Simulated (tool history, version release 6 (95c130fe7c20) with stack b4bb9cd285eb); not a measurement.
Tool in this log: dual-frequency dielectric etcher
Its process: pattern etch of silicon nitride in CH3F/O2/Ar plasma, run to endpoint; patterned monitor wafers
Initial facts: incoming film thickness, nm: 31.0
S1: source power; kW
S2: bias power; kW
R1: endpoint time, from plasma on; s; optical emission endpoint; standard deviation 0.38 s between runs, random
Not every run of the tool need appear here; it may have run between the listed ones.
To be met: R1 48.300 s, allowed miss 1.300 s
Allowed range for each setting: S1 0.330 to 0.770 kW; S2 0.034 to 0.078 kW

run,day,S1,S2,R1
1,0.000,0.550,0.056,41.088
2,0.325,0.510,0.054,42.341
3,0.379,0.510,0.058,41.521
4,0.429,0.470,0.055,43.325
5,0.542,0.400,0.055,45.892
6,0.642,0.390,0.055,46.133
7,0.750,0.380,0.055,46.040
8,0.842,0.370,0.054,47.075

Which of these 4 next moves meets every target?
A,0.933,0.370,0.059,?
B,0.933,0.490,0.054,?
C,0.933,0.360,0.062,?
D,0.933,0.360,0.051,?

move,R1
A,46.708
B,44.120
C,46.399
D,49.008
A: the biggest miss grows against the last run
B: the biggest miss grows against the last run
C: the biggest miss grows against the last run
D: all results land within tolerance of their targets
Answer: D

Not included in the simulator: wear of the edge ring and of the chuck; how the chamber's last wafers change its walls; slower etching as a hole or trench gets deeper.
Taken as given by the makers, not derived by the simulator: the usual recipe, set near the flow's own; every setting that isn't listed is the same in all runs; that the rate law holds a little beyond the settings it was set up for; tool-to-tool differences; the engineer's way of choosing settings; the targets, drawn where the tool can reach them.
